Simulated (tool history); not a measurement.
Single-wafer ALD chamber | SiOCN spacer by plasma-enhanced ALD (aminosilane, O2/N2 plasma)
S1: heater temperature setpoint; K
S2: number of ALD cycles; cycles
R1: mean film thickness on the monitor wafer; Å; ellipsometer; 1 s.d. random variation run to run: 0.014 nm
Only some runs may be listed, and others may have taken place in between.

Run 1, hour 0: S1 658.15 K, S2 43 cycles. Result: R1 27.262 Å.
Run 2, hour 6.5: S1 658.15 K, S2 45 cycles. Result: R1 28.415 Å.
Run 3, hour 8.9: S1 648.15 K, S2 45 cycles. Result: R1 28.572 Å.
Run 4, hour 16.1: S1 648.15 K, S2 46 cycles. Result: R1 28.887 Å.
Run 5, hour 18.3: S1 648.15 K, S2 41 cycles. Result: R1 25.769 Å.
Run 6, hour 27: S1 648.15 K, S2 42 cycles. Result: R1 26.604 Å.

What will run 7 give?
Run 7, hour 29.5: S1 648.15 K, S2 43 cycles. Result: R1 ?.

R1: 27.083 Å
